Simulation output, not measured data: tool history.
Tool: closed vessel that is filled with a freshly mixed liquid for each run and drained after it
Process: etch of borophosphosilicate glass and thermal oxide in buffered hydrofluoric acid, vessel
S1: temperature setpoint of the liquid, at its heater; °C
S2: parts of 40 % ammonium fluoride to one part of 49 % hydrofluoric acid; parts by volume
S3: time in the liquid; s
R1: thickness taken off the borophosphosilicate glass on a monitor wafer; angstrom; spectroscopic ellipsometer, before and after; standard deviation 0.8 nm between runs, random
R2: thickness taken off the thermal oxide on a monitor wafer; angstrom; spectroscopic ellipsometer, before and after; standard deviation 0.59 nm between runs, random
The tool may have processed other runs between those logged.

| run | hour | S1 | S2 | S3 | R1 | R2 |
|---|---|---|---|---|---|---|
| 1 | 0.0 | 23.0 | 15.5 | 60 | 590.11 | 412.92 |
| 2 | 5.3 | 20.5 | 15.5 | 60 | 515.45 | 361.93 |
| 3 | 8.8 | 20.5 | 12.0 | 60 | 665.20 | 462.40 |
| 4 | 13.1 | 23.0 | 12.0 | 60 | 762.16 | 535.09 |
| 5 | 19.9 | 23.0 | 15.0 | 60 | 615.63 | 434.62 |
| 6 | 21.1 | 25.5 | 14.5 | 60 | 724.74 | 509.63 |
| 7 | 26.5 | 27.5 | 14.5 | 60 | 808.94 | 566.25 |
| 8 | 31.9 | 28.5 | 14.5 | 60 | 848.09 | 586.32 |

What does the tool deliver on the next run?
| 9 | 34.4 | 31.0 | 13.0 | 60 | ? | ? |

{"run 9": {"R1": 1069.6, "R2": 753.04}}
